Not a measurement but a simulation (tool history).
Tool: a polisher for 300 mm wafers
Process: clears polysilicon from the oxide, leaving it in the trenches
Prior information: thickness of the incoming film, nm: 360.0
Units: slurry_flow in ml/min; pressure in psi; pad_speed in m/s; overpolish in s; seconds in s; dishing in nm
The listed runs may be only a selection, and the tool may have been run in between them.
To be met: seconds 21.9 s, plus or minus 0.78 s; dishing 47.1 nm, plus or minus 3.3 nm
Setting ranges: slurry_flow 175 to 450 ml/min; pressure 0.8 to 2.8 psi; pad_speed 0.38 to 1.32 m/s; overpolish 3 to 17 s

{"run": 1, "day": 0.0, "slurry_flow": 290, "pressure": 1.8, "pad_speed": 0.84, "overpolish": 9, "seconds": 39.396, "dishing": 53.261}
{"run": 2, "day": 0.258, "slurry_flow": 290, "pressure": 1.8, "pad_speed": 0.84, "overpolish": 11, "seconds": 38.832, "dishing": 60.3}
{"run": 3, "day": 0.358, "slurry_flow": 340, "pressure": 1.8, "pad_speed": 0.84, "overpolish": 11, "seconds": 40.015, "dishing": 61.493}
{"run": 4, "day": 0.488, "slurry_flow": 315, "pressure": 1.9, "pad_speed": 0.84, "overpolish": 10, "seconds": 37.331, "dishing": 60.846}
{"run": 5, "day": 0.858, "slurry_flow": 385, "pressure": 1.9, "pad_speed": 0.84, "overpolish": 10, "seconds": 36.899, "dishing": 59.325}
{"run": 6, "day": 0.967, "slurry_flow": 395, "pressure": 2, "pad_speed": 0.84, "overpolish": 9, "seconds": 35.514, "dishing": 59.124}
{"run": 7, "day": 1.125, "slurry_flow": 360, "pressure": 2.1, "pad_speed": 0.88, "overpolish": 8, "seconds": 32.068, "dishing": 58.996}
{"run": 8, "day": 1.233, "slurry_flow": 440, "pressure": 2.6, "pad_speed": 0.9, "overpolish": 4, "seconds": 25.119, "dishing": 42.256}
{"run": 9, "day": 1.583, "slurry_flow": 440, "pressure": 2.7, "pad_speed": 0.92, "overpolish": 4, "seconds": 24.292, "dishing": 43.539}

Which of these 5 next moves meets every target?
{"run": "A", "day": 1.933, "slurry_flow": 450, "pressure": 2.8, "pad_speed": 0.96, "overpolish": 4, "seconds": "?", "dishing": "?"}
{"run": "B", "day": 1.933, "slurry_flow": 420, "pressure": 2.6, "pad_speed": 0.74, "overpolish": 5, "seconds": "?", "dishing": "?"}
{"run": "C", "day": 1.933, "slurry_flow": 420, "pressure": 2.3, "pad_speed": 0.88, "overpolish": 4, "seconds": "?", "dishing": "?"}
{"run": "D", "day": 1.933, "slurry_flow": 435, "pressure": 2.3, "pad_speed": 0.9, "overpolish": 5, "seconds": "?", "dishing": "?"}
{"run": "E", "day": 1.933, "slurry_flow": 425, "pressure": 2.3, "pad_speed": 1.18, "overpolish": 3, "seconds": "?", "dishing": "?"}

move=A seconds=21.937 dishing=46.42
move=B seconds=29.673 dishing=43.986
move=C seconds=28.824 dishing=38.266
move=D seconds=28.2 dishing=45.55
move=E seconds=22.215 dishing=37.497
A: all results in spec
B: moves away from the targets compared with the last run
C: moves away from the targets compared with the last run
D: moves away from the targets compared with the last run
E: brings the last run's worst result on target, with another outside its allowed miss
Answer: A
